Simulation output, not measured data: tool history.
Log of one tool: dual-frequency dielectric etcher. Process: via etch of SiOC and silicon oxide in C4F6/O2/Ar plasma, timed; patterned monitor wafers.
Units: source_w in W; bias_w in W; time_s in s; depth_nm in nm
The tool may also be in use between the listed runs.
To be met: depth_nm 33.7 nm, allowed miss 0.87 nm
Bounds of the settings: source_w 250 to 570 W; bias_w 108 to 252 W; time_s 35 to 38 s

run 1 hour=0 | source_w=410 bias_w=180 time_s=38 | depth_nm=36.719
run 2 hour=8.5 | source_w=390 bias_w=177 time_s=38 | depth_nm=35.625
run 3 hour=14.3 | source_w=380 bias_w=175 time_s=38 | depth_nm=35.349
run 4 hour=16.9 | source_w=430 bias_w=175 time_s=38 | depth_nm=36.415
run 5 hour=17.6 | source_w=410 bias_w=170 time_s=38 | depth_nm=35.832
run 6 hour=23.2 | source_w=400 bias_w=167 time_s=38 | depth_nm=35.742
-- hour=29.6 wet clean of the chamber
run 7 hour=29.6 | source_w=390 bias_w=163 time_s=38 | depth_nm=37.229
run 8 hour=34.8 | source_w=390 bias_w=172 time_s=37.5 | depth_nm=37.082
run 9 hour=42.4 | source_w=310 bias_w=156 time_s=37 | depth_nm=32.756

Which of these 5 next moves meets every target?
run A hour=50 | source_w=370 bias_w=138 time_s=35 | depth_nm=?
run B hour=50 | source_w=270 bias_w=171 time_s=37 | depth_nm=?
run C hour=50 | source_w=350 bias_w=108 time_s=37 | depth_nm=?
run D hour=50 | source_w=280 bias_w=173 time_s=36.5 | depth_nm=?
run E hour=50 | source_w=320 bias_w=175 time_s=36.5 | depth_nm=?

move=A depth_nm=31.878
move=B depth_nm=32.153
move=C depth_nm=31.146
move=D depth_nm=32.196
move=E depth_nm=33.736
A: further off than the last run
B: further off than the last run
C: further off than the last run
D: further off than the last run
E: meets every target
Move E is the one to make.

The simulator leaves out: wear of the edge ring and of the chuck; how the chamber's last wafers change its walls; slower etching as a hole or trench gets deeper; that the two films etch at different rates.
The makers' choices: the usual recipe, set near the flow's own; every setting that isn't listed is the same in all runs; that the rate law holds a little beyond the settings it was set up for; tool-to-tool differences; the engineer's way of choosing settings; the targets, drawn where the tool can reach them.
